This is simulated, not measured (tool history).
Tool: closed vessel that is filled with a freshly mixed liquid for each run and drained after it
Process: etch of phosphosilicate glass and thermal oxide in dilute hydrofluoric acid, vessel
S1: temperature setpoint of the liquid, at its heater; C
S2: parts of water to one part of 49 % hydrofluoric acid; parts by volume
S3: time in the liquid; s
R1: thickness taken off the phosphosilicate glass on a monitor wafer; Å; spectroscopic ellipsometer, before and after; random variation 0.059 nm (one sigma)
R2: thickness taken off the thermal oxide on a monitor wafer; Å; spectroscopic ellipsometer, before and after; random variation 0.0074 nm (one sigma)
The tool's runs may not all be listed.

Run 1, hour 0.0: S1 23.0 C, S2 215 parts by volume, S3 60 s. Result: R1 469.85 Å, R2 8.7954 Å.
Run 2, hour 8.7: S1 23.0 C, S2 215 parts by volume, S3 80 s. Result: R1 631.20 Å, R2 11.5520 Å.
Run 3, hour 12.5: S1 23.0 C, S2 285 parts by volume, S3 80 s. Result: R1 442.92 Å, R2 8.1879 Å.
Run 4, hour 21.6: S1 21.0 C, S2 285 parts by volume, S3 80 s. Result: R1 412.79 Å, R2 7.7430 Å.
Run 5, hour 29.6: S1 21.0 C, S2 285 parts by volume, S3 65 s. Result: R1 334.79 Å, R2 6.2291 Å.
Run 6, hour 33.3: S1 21.0 C, S2 285 parts by volume, S3 45 s. Result: R1 231.03 Å, R2 4.3706 Å.
Run 7, hour 41.1: S1 20.0 C, S2 290 parts by volume, S3 45 s. Result: R1 217.40 Å, R2 3.9655 Å.
Run 8, hour 48.7: S1 19.5 C, S2 295 parts by volume, S3 45 s. Result: R1 209.85 Å, R2 3.8394 Å.

Forecast run 9:
Run 9, hour 53.7: S1 19.5 C, S2 295 parts by volume, S3 45 s. Result: R1 ?, R2 ?.

{"run 9": {"R1": 210.13, "R2": 3.7832}}

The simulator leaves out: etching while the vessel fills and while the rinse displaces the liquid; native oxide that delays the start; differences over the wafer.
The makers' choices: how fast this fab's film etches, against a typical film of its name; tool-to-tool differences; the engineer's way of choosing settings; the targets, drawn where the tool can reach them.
